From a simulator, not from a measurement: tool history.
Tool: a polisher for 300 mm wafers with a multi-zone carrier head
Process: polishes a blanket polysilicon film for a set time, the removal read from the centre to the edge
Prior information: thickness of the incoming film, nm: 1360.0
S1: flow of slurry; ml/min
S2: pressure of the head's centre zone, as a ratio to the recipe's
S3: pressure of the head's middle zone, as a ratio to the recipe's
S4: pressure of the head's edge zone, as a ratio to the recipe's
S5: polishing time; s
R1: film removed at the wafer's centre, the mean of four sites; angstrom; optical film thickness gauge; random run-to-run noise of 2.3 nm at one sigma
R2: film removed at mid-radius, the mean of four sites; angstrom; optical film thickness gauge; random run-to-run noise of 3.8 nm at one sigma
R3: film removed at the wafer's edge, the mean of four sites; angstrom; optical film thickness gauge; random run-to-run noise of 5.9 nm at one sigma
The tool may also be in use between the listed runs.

Run 1, day 0.000: S1 200 ml/min, S2 1.00, S3 1.00, S4 1.00, S5 39 s. Result: R1 4588.1 angstrom, R2 4591.3 angstrom, R3 4703.3 angstrom.
Run 2, day 0.279: S1 185 ml/min, S2 0.95, S3 0.97, S4 0.97, S5 38 s. Result: R1 4253.5 angstrom, R2 4307.8 angstrom, R3 4434.4 angstrom.
Run 3, day 0.475: S1 185 ml/min, S2 1.02, S3 0.97, S4 0.97, S5 38 s. Result: R1 4484.2 angstrom, R2 4303.1 angstrom, R3 4598.4 angstrom.
Run 4, day 0.575: S1 185 ml/min, S2 0.97, S3 0.97, S4 0.97, S5 38 s. Result: R1 4251.5 angstrom, R2 4225.9 angstrom, R3 4500.1 angstrom.
Run 5, day 0.904: S1 170 ml/min, S2 0.93, S3 0.97, S4 0.96, S5 38 s. Result: R1 4001.0 angstrom, R2 4292.7 angstrom, R3 4319.3 angstrom.
Run 6, day 1.167: S1 155 ml/min, S2 0.92, S3 0.95, S4 0.97, S5 38 s. Result: R1 3967.2 angstrom, R2 4123.0 angstrom, R3 4412.6 angstrom.

Run 7, settings as shown, results not yet in. Your forecast:
Run 7, day 1.258: S1 150 ml/min, S2 0.90, S3 0.94, S4 0.95, S5 38 s. Result: R1 ?, R2 ?, R3 ?.

R1: 3852.1 angstrom
R2: 4129.5 angstrom
R3: 4385.1 angstrom

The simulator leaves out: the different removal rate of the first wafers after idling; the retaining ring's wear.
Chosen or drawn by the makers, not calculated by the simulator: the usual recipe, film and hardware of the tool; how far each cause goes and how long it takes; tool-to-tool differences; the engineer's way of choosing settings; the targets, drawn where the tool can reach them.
